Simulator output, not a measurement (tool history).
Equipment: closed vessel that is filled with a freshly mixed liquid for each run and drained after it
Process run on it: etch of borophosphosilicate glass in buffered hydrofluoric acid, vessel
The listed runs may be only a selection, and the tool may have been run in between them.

| run | day | temperature setpoint of the liquid (C) | parts of 40 % ammonium fluoride to one part of 49 % hydrofluoric acid (parts by volume) | time in the liquid (s) | thickness taken off the borophosphosilicate glass on a monitor wafer (nm) |
|---|---|---|---|---|---|
| 1 | 0.000 | 21.0 | 10.5 | 100 | 176.05 |
| 2 | 0.262 | 21.0 | 9.5 | 100 | 191.83 |
| 3 | 0.329 | 20.0 | 9.5 | 100 | 180.41 |
| 4 | 0.446 | 19.0 | 9.5 | 100 | 173.04 |
| 5 | 0.704 | 21.5 | 9.5 | 100 | 194.88 |
| 6 | 0.738 | 21.5 | 9.5 | 105 | 206.27 |
| 7 | 0.996 | 20.0 | 10.0 | 105 | 182.68 |
| 8 | 1.033 | 19.0 | 10.0 | 105 | 173.38 |
| 9 | 1.188 | 18.5 | 10.0 | 105 | 168.59 |

The next listed run, before its measurement:
| 10 | 1.408 | 18.0 | 10.0 | 105 | ? |

thickness taken off the borophosphosilicate glass on a monitor wafer (nm): 163.07
